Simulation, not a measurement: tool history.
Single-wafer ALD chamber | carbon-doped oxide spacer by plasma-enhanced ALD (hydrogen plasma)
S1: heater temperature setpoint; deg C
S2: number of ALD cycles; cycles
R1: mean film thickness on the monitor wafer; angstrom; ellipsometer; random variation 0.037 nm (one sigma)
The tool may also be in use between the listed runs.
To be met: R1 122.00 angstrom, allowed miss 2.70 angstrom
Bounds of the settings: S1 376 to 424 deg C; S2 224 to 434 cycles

run 1 hour=0.0 | S1=400 S2=329 | R1=165.23
run 2 hour=5.8 | S1=401 S2=297 | R1=149.70
run 3 hour=8.1 | S1=401 S2=319 | R1=160.98
run 4 hour=12.1 | S1=401 S2=291 | R1=146.54
run 5 hour=12.8 | S1=401 S2=254 | R1=127.80
run 6 hour=19.4 | S1=401 S2=250 | R1=124.89
run 7 hour=23.5 | S1=401 S2=248 | R1=124.64
run 8 hour=27.5 | S1=401 S2=248 | R1=125.16

Which of these 5 next moves meets every target?
run A hour=31.5 | S1=392 S2=253 | R1=?
run B hour=31.5 | S1=383 S2=252 | R1=?
run C hour=31.5 | S1=401 S2=232 | R1=?
run D hour=31.5 | S1=407 S2=249 | R1=?
run E hour=31.5 | S1=398 S2=257 | R1=?

move=A R1=127.47
move=B R1=126.96
move=C R1=116.53
move=D R1=122.74
move=E R1=129.48
A: further off than the last run
B: further off than the last run
C: takes the result that was furthest off past its target
D: meets every target
E: further off than the last run
The right move is D.

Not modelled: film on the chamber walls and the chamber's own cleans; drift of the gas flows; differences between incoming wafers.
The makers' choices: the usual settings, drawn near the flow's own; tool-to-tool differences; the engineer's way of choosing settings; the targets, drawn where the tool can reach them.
